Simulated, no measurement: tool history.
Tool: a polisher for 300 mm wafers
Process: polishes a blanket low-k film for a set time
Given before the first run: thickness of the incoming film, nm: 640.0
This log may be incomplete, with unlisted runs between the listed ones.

run,day,flow of slurry (ml/min),pressure of the wafer on the pad (psi),speed of the pad under the wafer (cm/s),abrasive content of the slurry,polishing time (s),film removed (Å)
1,0,295,1.8,108,1,47,173.69
2,0.333,300,2,108,1,47,193.84
3,0.6,300,2,108,0.85,47,181.74
4,0.658,300,2,108,0.7,47,170.2
5,0.983,375,2,108,0.7,47,174.2
6,1.329,375,2,82,0.7,47,148.29
7,1.617,380,2.2,84,0.7,47,165.79
8,1.946,385,2.4,86,0.7,47,180.74

Run 9, settings as shown, results not yet in. Your forecast:
9,2.271,385,2.5,90,0.7,47,?

{"run 9": {"film removed (Å)": 194.73}}
